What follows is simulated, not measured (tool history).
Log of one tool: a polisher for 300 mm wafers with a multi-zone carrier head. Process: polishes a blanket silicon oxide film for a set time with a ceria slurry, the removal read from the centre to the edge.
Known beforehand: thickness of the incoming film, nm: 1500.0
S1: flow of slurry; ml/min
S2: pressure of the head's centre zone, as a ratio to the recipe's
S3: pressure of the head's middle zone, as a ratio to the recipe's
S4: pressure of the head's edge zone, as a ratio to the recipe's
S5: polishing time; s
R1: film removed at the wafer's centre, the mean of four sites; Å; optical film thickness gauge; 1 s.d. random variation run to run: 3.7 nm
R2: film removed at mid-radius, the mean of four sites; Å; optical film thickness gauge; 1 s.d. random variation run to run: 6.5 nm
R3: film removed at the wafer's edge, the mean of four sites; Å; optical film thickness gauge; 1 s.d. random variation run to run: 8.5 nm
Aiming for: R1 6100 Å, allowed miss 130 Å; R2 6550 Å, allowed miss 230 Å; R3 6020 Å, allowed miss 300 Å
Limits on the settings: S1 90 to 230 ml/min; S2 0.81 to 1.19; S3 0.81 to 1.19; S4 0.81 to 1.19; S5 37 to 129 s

run	hour	S1	S2	S3	S4	S5	R1	R2	R3
1	0	150	1	1	1	83	3994.3	4078.5	4153.3
2	0.6	170	1	1	1	83	4158.6	4178.1	4242.6
3	9.2	175	1.01	1.03	1.02	86	4345.1	4481.4	4398.9
4	12.9	175	1.02	1.04	1.04	90	4644.1	4730.2	4726.7
5	20.6	205	1.02	1.04	1.04	90	4772.8	4792.7	4793.2
6	23	205	1.02	1.04	0.98	90	4805.5	4879	4637.3
7	24	205	1.03	1.06	1	93	5002.1	5119.1	4965.5
8	27.6	225	1.1	1.16	1.01	106	6133.4	6307.4	5711.3
9	28.5	225	1.1	1.16	1.02	106	6195.6	6436.6	5643.8
10	32.9	225	1.09	1.16	1.03	106	6181	6317	5714.7
11	36.9	225	1.04	1.19	1.07	109	5988	6792.3	5963.2

5 next moves are on the table. One of them brings every result within its allowed miss. Which?
A	40.9	200	1.11	1.14	1.09	113	?	?	?
B	40.9	215	0.98	1.19	1.05	113	?	?	?
C	40.9	225	1.09	1.18	0.99	103	?	?	?
D	40.9	230	1.05	1.13	1.07	109	?	?	?
E	40.9	195	0.97	1.15	1.08	115	?	?	?

move	R1	R2	R3
A	6534.1	6615.9	6282
B	5859.7	6969.6	6245.8
C	6002.8	6357.6	5597
D	6143.5	6508.3	6130.5
E	5771.5	6753.8	6345.1
A: gets the furthest-off result to its target, but another result is out of tolerance
B: lands further from the targets than the last run did
C: gets the furthest-off result to its target, but another result is out of tolerance
D: meets every target
E: gets the furthest-off result to its target, but another result is out of tolerance
Answer: D
